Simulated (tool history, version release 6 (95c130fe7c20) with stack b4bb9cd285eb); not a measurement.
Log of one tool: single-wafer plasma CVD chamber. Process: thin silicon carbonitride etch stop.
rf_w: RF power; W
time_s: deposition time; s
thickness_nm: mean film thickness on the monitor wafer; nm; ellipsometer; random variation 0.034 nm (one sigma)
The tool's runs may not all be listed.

run  hour  rf_w  time_s  thickness_nm
  1   0.0   225    15.6        8.6978
  2   6.1   195    15.6        8.3141
  3  14.5   210    15.8        8.5707
  4  22.8   210    16.7        9.0866
  5  28.3   220    16.8        9.2418
  6  32.7   230    16.9        9.3667

Run 7 comes next. What will it give?
  7  38.6   235    17.0             ?

{"run 7": {"thickness_nm": 9.5081}}

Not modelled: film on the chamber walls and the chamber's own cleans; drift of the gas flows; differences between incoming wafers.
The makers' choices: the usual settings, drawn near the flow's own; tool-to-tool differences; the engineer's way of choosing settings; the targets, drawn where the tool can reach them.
